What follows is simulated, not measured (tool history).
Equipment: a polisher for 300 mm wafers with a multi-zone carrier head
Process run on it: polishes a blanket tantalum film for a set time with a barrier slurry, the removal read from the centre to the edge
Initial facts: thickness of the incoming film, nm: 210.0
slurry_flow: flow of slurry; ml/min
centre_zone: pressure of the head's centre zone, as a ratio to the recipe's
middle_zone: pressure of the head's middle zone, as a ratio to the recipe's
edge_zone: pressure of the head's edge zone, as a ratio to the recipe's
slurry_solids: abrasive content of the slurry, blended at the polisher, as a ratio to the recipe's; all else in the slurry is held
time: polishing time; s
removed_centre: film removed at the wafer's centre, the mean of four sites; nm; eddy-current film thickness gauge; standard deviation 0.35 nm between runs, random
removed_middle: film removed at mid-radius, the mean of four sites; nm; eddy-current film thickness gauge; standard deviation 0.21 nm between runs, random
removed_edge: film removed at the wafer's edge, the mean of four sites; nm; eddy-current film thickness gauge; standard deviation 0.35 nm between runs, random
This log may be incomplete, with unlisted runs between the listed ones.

run  hour  slurry_flow  centre_zone  middle_zone  edge_zone  slurry_solids  time  removed_centre  removed_middle  removed_edge
  1   0.0          280         1.00         1.00       1.00           1.00    62          56.438          55.014        57.148
  2   1.2          280         1.00         1.00       1.00           0.90    62          53.584          53.105        54.509
  3   4.0          275         0.98         0.97       0.98           0.80    58          47.053          46.686        48.461
  4  12.9          330         0.98         0.97       0.98           0.80    58          47.646          47.395        49.816
  5  21.5          320         0.96         0.94       0.96           0.75    55          43.524          41.456        45.567
  6  23.4          310         0.94         0.94       0.93           0.70    53          39.469          38.777        41.904
  7  27.0          260         0.89         0.86       0.83           0.50    42          23.753          23.053        25.592
  8  32.6          285         0.89         0.87       0.84           0.50    42          23.605          23.568        25.591
  9  36.6          285         0.90         0.88       0.87           0.50    42          23.943          23.669        26.329
 10  43.5          295         0.91         0.90       0.89           0.50    42          24.373          24.340        26.601
 11  50.0          310         0.92         0.91       0.91           0.50    42          24.789          24.547        27.112
 12  53.2          320         0.93         0.92       0.92           0.50    42          25.099          24.826        27.051

Estimate the outcome of run 13 from the log above:
 13  58.9          325         0.94         0.93       0.94           0.50    42               ?               ?             ?

removed_centre: 25.581 nm
removed_middle: 25.250 nm
removed_edge: 27.292 nm
